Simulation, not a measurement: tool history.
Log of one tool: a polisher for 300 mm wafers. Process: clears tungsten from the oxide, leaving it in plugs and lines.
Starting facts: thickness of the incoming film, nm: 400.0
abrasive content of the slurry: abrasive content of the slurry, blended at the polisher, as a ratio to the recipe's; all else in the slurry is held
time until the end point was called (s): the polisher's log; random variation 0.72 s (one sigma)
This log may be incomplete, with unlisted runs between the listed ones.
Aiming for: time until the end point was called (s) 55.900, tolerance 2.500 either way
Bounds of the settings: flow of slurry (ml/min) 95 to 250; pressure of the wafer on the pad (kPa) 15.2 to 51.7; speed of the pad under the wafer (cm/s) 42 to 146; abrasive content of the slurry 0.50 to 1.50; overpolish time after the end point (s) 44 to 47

run,day,flow of slurry (ml/min),pressure of the wafer on the pad (kPa),speed of the pad under the wafer (cm/s),abrasive content of the slurry,overpolish time after the end point (s),time until the end point was called (s)
1,0.000,160,33.1,94,1.00,44,80.219
2,0.175,125,33.1,94,1.00,44,84.171
3,0.296,125,34.5,94,1.00,44,80.249
4,0.529,125,34.5,94,1.00,47,78.333
5,0.604,125,35.2,94,1.00,47,78.507
6,0.971,125,36.5,94,1.00,47,74.530
7,1.121,125,37.2,94,1.00,47,74.959
8,1.458,125,38.6,94,1.00,47,72.347

Consider the 4 candidate settings below. Which is the only one whose results all fall within their allowed miss of target?
A,1.796,120,42.7,110,1.05,47,?
B,1.796,140,44.1,122,1.00,46,?
C,1.796,110,36.5,124,0.85,46,?
D,1.796,110,40.7,140,0.95,47,?

move,time until the end point was called (s)
A,56.632
B,49.593
C,62.070
D,49.569
A: every result lands within tolerance
B: takes the result that was furthest off past its target
C: better than the last run, though not everything is in spec
D: takes the result that was furthest off past its target
A meets every target.
